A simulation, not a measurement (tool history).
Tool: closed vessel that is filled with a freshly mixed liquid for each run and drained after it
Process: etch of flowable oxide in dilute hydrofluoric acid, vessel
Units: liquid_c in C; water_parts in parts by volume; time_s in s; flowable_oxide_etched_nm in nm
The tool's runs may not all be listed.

run 1 hour=0 | liquid_c=26 water_parts=110 time_s=30 | flowable_oxide_etched_nm=14.47
run 2 hour=5 | liquid_c=28.5 water_parts=90 time_s=30 | flowable_oxide_etched_nm=20.412
run 3 hour=9.4 | liquid_c=28.5 water_parts=130 time_s=30 | flowable_oxide_etched_nm=13.182
run 4 hour=17.3 | liquid_c=28.5 water_parts=155 time_s=30 | flowable_oxide_etched_nm=10.635
run 5 hour=23.8 | liquid_c=28.5 water_parts=135 time_s=30 | flowable_oxide_etched_nm=12.666
run 6 hour=24.8 | liquid_c=30.5 water_parts=110 time_s=30 | flowable_oxide_etched_nm=17.273
run 7 hour=29.3 | liquid_c=31.5 water_parts=90 time_s=30 | flowable_oxide_etched_nm=22.744
run 8 hour=33.1 | liquid_c=32.5 water_parts=80 time_s=30 | flowable_oxide_etched_nm=26.591

Run 9 comes next. What will it give?
run 9 hour=35 | liquid_c=33 water_parts=75 time_s=30 | flowable_oxide_etched_nm=?

{"run 9": {"flowable_oxide_etched_nm": 29.524}}
